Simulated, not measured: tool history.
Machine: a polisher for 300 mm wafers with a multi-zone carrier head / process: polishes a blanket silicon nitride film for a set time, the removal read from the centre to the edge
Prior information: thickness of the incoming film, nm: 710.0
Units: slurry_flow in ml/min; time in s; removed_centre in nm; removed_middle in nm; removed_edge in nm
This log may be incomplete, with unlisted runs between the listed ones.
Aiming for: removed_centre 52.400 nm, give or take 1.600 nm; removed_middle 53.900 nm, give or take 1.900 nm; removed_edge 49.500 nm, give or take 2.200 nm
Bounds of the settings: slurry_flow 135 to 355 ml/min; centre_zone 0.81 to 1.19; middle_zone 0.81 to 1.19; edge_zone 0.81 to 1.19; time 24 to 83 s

Run 1, hour 0.0: slurry_flow 225 ml/min, centre_zone 1.00, middle_zone 1.00, edge_zone 1.00, time 53 s. Result: removed_centre 73.242 nm, removed_middle 69.659 nm, removed_edge 71.741 nm.
Run 2, hour 7.5: slurry_flow 225 ml/min, centre_zone 1.00, middle_zone 1.00, edge_zone 1.09, time 53 s. Result: removed_centre 72.514 nm, removed_middle 71.961 nm, removed_edge 72.048 nm.
Run 3, hour 9.2: slurry_flow 230 ml/min, centre_zone 1.01, middle_zone 1.02, edge_zone 1.08, time 49 s. Result: removed_centre 68.269 nm, removed_middle 66.906 nm, removed_edge 68.207 nm.
Run 4, hour 11.0: slurry_flow 230 ml/min, centre_zone 1.01, middle_zone 0.95, edge_zone 1.08, time 49 s. Result: removed_centre 67.478 nm, removed_middle 63.222 nm, removed_edge 69.470 nm.
Run 5, hour 16.4: slurry_flow 230 ml/min, centre_zone 1.01, middle_zone 0.95, edge_zone 1.14, time 49 s. Result: removed_centre 68.478 nm, removed_middle 62.283 nm, removed_edge 70.260 nm.
Run 6, hour 21.4: slurry_flow 230 ml/min, centre_zone 1.01, middle_zone 0.95, edge_zone 1.14, time 37 s. Result: removed_centre 51.100 nm, removed_middle 47.479 nm, removed_edge 52.673 nm.
Run 7, hour 23.1: slurry_flow 235 ml/min, centre_zone 1.02, middle_zone 0.98, edge_zone 1.13, time 37 s. Result: removed_centre 52.369 nm, removed_middle 49.059 nm, removed_edge 53.252 nm.
Run 8, hour 28.8: slurry_flow 260 ml/min, centre_zone 1.01, middle_zone 1.08, edge_zone 1.03, time 35 s. Result: removed_centre 49.697 nm, removed_middle 50.162 nm, removed_edge 48.970 nm.
Run 9, hour 29.9: slurry_flow 260 ml/min, centre_zone 1.02, middle_zone 1.09, edge_zone 1.03, time 35 s. Result: removed_centre 50.527 nm, removed_middle 51.340 nm, removed_edge 48.055 nm.
Run 10, hour 31.2: slurry_flow 260 ml/min, centre_zone 1.02, middle_zone 1.09, edge_zone 1.04, time 35 s. Result: removed_centre 49.165 nm, removed_middle 50.474 nm, removed_edge 48.075 nm.
Run 11, hour 32.5: slurry_flow 260 ml/min, centre_zone 1.03, middle_zone 1.10, edge_zone 1.04, time 35 s. Result: removed_centre 50.523 nm, removed_middle 51.492 nm, removed_edge 48.709 nm.
Run 12, hour 38.6: slurry_flow 260 ml/min, centre_zone 1.04, middle_zone 1.11, edge_zone 1.04, time 35 s. Result: removed_centre 50.490 nm, removed_middle 51.165 nm, removed_edge 47.745 nm.

5 next moves are on the table. One of them brings every result within its allowed miss. Which?
Run A, hour 44.7: slurry_flow 265 ml/min, centre_zone 1.03, middle_zone 1.11, edge_zone 1.00, time 36 s. Result: removed_centre ?, removed_middle ?, removed_edge ?.
Run B, hour 44.7: slurry_flow 260 ml/min, centre_zone 1.01, middle_zone 1.09, edge_zone 1.06, time 35 s. Result: removed_centre ?, removed_middle ?, removed_edge ?.
Run C, hour 44.7: slurry_flow 250 ml/min, centre_zone 1.06, middle_zone 1.01, edge_zone 1.02, time 36 s. Result: removed_centre ?, removed_middle ?, removed_edge ?.
Run D, hour 44.7: slurry_flow 300 ml/min, centre_zone 1.11, middle_zone 1.02, edge_zone 1.09, time 33 s. Result: removed_centre ?, removed_middle ?, removed_edge ?.
Run E, hour 44.7: slurry_flow 260 ml/min, centre_zone 1.01, middle_zone 1.00, edge_zone 1.05, time 35 s. Result: removed_centre ?, removed_middle ?, removed_edge ?.

move  removed_centre  removed_middle  removed_edge
   A          51.594          53.913        49.563
   B          49.179          51.556        49.495
   C          52.561          49.695        49.872
   D          51.210          46.711        47.846
   E          49.150          48.137        49.323
A: meets every target
B: lands further from the targets than the last run did
C: lands further from the targets than the last run did
D: lands further from the targets than the last run did
E: lands further from the targets than the last run did
Correct choice: A, which meets every target
